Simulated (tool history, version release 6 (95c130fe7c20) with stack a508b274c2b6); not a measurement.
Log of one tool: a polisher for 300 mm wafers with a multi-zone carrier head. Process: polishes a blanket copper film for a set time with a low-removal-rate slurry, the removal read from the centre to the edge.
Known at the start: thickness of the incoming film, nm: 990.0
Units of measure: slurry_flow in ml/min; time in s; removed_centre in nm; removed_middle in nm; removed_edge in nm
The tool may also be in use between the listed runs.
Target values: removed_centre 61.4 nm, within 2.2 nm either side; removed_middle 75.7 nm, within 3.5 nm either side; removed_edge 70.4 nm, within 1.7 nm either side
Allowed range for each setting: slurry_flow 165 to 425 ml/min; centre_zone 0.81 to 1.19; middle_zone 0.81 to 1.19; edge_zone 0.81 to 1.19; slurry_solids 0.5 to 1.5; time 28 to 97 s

| run | hour | slurry_flow | centre_zone | middle_zone | edge_zone | slurry_solids | time | removed_centre | removed_middle | removed_edge |
|---|---|---|---|---|---|---|---|---|---|---|
| 1 | 0 | 275 | 1 | 1 | 1 | 1 | 62 | 137.07 | 142.39 | 136.5 |
| 2 | 5.8 | 260 | 0.94 | 0.99 | 0.96 | 0.85 | 52 | 107.54 | 113.02 | 107.94 |
| 3 | 12.2 | 245 | 0.9 | 1.02 | 0.98 | 0.75 | 45 | 84.608 | 98.643 | 92.518 |
| 4 | 19.2 | 235 | 0.87 | 1.01 | 0.96 | 0.65 | 42 | 74.283 | 86.789 | 83.896 |
| 5 | 27.2 | 235 | 0.87 | 1.06 | 0.96 | 0.65 | 42 | 75.424 | 89.772 | 83.601 |
| 6 | 32.9 | 235 | 0.87 | 1.06 | 0.96 | 0.65 | 31 | 55.992 | 68.047 | 61.19 |
| 7 | 39.9 | 245 | 0.88 | 1.05 | 1 | 0.75 | 31 | 57.991 | 69.036 | 64.374 |
| 8 | 46.9 | 250 | 0.88 | 1.06 | 1.02 | 0.85 | 32 | 60.144 | 72.812 | 68.529 |

Exactly one of the 5 candidate moves below puts every result within its allowed miss. Which one?
| A | 53.9 | 165 | 0.89 | 1.01 | 1.09 | 0.95 | 32 | ? | ? | ? |
| B | 53.9 | 260 | 0.83 | 1.01 | 0.96 | 1 | 33 | ? | ? | ? |
| C | 53.9 | 305 | 0.91 | 0.95 | 1.08 | 0.75 | 31 | ? | ? | ? |
| D | 53.9 | 185 | 0.95 | 1.19 | 1.02 | 0.8 | 31 | ? | ? | ? |
| E | 53.9 | 285 | 0.92 | 1.09 | 1.07 | 0.9 | 30 | ? | ? | ? |

| move | removed_centre | removed_middle | removed_edge |
|---|---|---|---|
| A | 58.154 | 67.299 | 67.632 |
| B | 60.774 | 74.893 | 69.486 |
| C | 61.081 | 65.446 | 67.081 |
| D | 60.019 | 73.331 | 62.542 |
| E | 61 | 71.568 | 65.942 |
A: lands further from the targets than the last run did
B: every result within its allowed miss
C: lands further from the targets than the last run did
D: lands further from the targets than the last run did
E: lands further from the targets than the last run did
The move that meets every target is B.
